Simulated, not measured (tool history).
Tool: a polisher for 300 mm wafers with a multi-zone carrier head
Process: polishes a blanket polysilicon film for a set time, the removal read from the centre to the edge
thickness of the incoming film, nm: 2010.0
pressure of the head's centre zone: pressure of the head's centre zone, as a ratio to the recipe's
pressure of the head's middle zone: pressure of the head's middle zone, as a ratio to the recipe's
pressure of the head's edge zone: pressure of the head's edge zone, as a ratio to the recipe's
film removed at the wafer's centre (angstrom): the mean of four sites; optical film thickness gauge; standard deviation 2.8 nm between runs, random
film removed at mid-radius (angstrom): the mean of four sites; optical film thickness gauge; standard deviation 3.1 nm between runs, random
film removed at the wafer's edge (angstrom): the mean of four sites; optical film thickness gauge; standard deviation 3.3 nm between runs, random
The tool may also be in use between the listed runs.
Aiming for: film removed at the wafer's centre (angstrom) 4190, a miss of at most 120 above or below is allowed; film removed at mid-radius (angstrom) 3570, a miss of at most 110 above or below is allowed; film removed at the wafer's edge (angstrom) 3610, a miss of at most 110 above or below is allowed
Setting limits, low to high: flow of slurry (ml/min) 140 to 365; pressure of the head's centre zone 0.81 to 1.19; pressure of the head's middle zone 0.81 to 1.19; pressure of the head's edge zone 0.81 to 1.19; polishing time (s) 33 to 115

run  hour  flow of slurry (ml/min)  pressure of the head's centre zone  pressure of the head's middle zone  pressure of the head's edge zone  polishing time (s)  film removed at the wafer's centre (angstrom)  film removed at mid-radius (angstrom)  film removed at the wafer's edge (angstrom)
  1     0                      235                                   1                                   1                                 1                  73                                         4831.7                                 4777.3                                       4899.8
  2   7.7                      235                                1.02                                0.98                              0.95                  68                                         4539.8                                 4429.9                                       4451.8
  3  11.5                      230                                1.05                                0.95                              0.92                  65                                         4450.2                                 4058.5                                         4245
  4  14.4                      230                                1.07                                0.95                              0.89                  63                                         4428.6                                 4013.3                                       3982.3
  5  18.9                      230                                1.04                                0.95                              0.89                  63                                         4282.6                                 4039.6                                       3959.7
  6  25.9                      230                                1.04                                1.01                              0.89                  63                                         4292.6                                 4183.3                                       4005.7
  7  32.1                      220                                1.06                                0.97                              0.87                  62                                           4269                                 3931.8                                       3784.9
  8  40.6                      165                                1.08                                0.89                              0.88                  62                                         4068.4                                 3625.5                                       3760.1
  9  49.5                      165                                1.09                                0.89                              0.87                  62                                         4064.9                                 3571.8                                       3684.6
 10    51                      170                                 1.1                                0.89                              0.86                  62                                         4170.9                                 3614.6                                       3705.7

Consider the 5 candidate settings below. Which is the only one whose results all fall within their allowed miss of target?
  A  52.5                      165                                 1.1                                0.88                              1.01                  62                                              ?                                      ?                                            ?
  B  52.5                      150                                1.08                                0.84                              0.85                  64                                              ?                                      ?                                            ?
  C  52.5                      195                                 1.1                                0.89                              0.82                  60                                              ?                                      ?                                            ?
  D  52.5                      195                                1.04                                0.92                              0.91                  63                                              ?                                      ?                                            ?
  E  52.5                      235                                1.04                                0.82                              0.82                  63                                              ?                                      ?                                            ?

move  film removed at the wafer's centre (angstrom)  film removed at mid-radius (angstrom)  film removed at the wafer's edge (angstrom)
   A                                         4166.8                                 3517.8                                       3991.3
   B                                         4148.8                                 3467.5                                       3753.2
   C                                         4161.9                                 3526.9                                       3581.5
   D                                         4173.9                                   3780                                       3939.8
   E                                         4295.3                                 3620.3                                       3837.9
A: lands further from the targets than the last run did
B: lands further from the targets than the last run did
C: every result within its allowed miss
D: lands further from the targets than the last run did
E: lands further from the targets than the last run did
Move C is the one to make.
